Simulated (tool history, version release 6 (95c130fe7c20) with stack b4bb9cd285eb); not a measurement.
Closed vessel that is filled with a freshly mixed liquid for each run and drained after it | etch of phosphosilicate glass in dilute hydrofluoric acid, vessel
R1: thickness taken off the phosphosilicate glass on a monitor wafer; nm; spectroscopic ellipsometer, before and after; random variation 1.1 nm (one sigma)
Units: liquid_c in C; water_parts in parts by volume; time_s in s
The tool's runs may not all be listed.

run 1 hour=0.0 | liquid_c=20.0 water_parts=145 time_s=90 | R1=102.720
run 2 hour=5.5 | liquid_c=22.0 water_parts=145 time_s=90 | R1=111.670
run 3 hour=9.5 | liquid_c=23.5 water_parts=145 time_s=90 | R1=119.380
run 4 hour=17.3 | liquid_c=24.5 water_parts=145 time_s=90 | R1=123.130
run 5 hour=21.6 | liquid_c=24.5 water_parts=175 time_s=90 | R1=97.540
run 6 hour=29.4 | liquid_c=21.0 water_parts=175 time_s=90 | R1=86.266

The next listed run, before its measurement:
run 7 hour=32.9 | liquid_c=22.5 water_parts=165 time_s=90 | R1=?

Run 7 gave R1 99.795 nm.
